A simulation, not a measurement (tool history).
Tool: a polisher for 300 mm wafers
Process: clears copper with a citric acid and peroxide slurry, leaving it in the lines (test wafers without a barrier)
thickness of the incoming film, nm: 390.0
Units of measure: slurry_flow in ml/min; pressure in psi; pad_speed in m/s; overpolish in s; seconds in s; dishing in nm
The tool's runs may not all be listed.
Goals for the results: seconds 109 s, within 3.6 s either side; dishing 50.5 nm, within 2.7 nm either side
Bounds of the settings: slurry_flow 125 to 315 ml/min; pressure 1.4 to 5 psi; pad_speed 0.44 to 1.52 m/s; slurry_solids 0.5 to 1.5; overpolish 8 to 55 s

run    day  slurry_flow  pressure  pad_speed  slurry_solids  overpolish  seconds  dishing
  1      0          205       3.2       0.98              1          28   163.03   49.201
  2  0.179          205       3.2       0.98            1.2          28   158.81   51.505
  3  0.525          205       3.7       0.98            1.2          28   138.04   58.363
  4  0.858          205       3.9       0.98            1.2          26    133.9   57.502
  5  0.904          180       3.9       0.98            1.2          26   133.32   56.703
  6  0.988          180       3.9       0.98           1.05          26   136.49   55.986
  7   1.15          180       4.1       0.98           1.05          24   130.69    55.17
  8    1.5          180       4.2       0.98           1.05          22   128.18   50.458
  9  1.746          180       4.3       0.98           1.05          21   122.52   50.419
 10  1.788          185       4.4       0.98           1.05          20   119.25   48.803
 11  1.892          190       4.5       0.98           1.05          20   118.38   49.642
 12  2.025          190       4.6       0.98           1.05          20    114.9   49.781
 13  2.104          190       4.7       0.98           1.05          20   115.36   51.024
 14  2.233          205       4.9       0.98           1.05          17   106.42   46.073
 15  2.508          200       4.9       0.98           1.05          17   108.11   46.154
 16  2.608          190       4.9       0.98           1.05          21   106.57    56.49
 17  2.821          195       4.9       0.98           1.05          21   107.31   56.453
 18  2.988          200       4.9       0.98           1.05          20   108.16   53.399

Which of these 5 next moves meets every target?
  A  3.154          220         5        0.9           1.15          19        ?        ?
  B  3.154          190       4.3       1.14           0.95          16        ?        ?
  C  3.154          255       4.9       0.94           1.15          22        ?        ?
  D  3.154          205         5       0.92              1          23        ?        ?
  E  3.154          175         5       0.96           1.15          23        ?        ?

move  seconds  dishing
   A   109.61   51.072
   B   109.14   43.733
   C   106.09   59.739
   D   111.08   59.712
   E   106.84   61.754
A: every result within its allowed miss
B: pushes the last run's worst result past its target
C: misses by more than the last run did
D: misses by more than the last run did
E: misses by more than the last run did
A is the move that brings every result within its allowed miss.
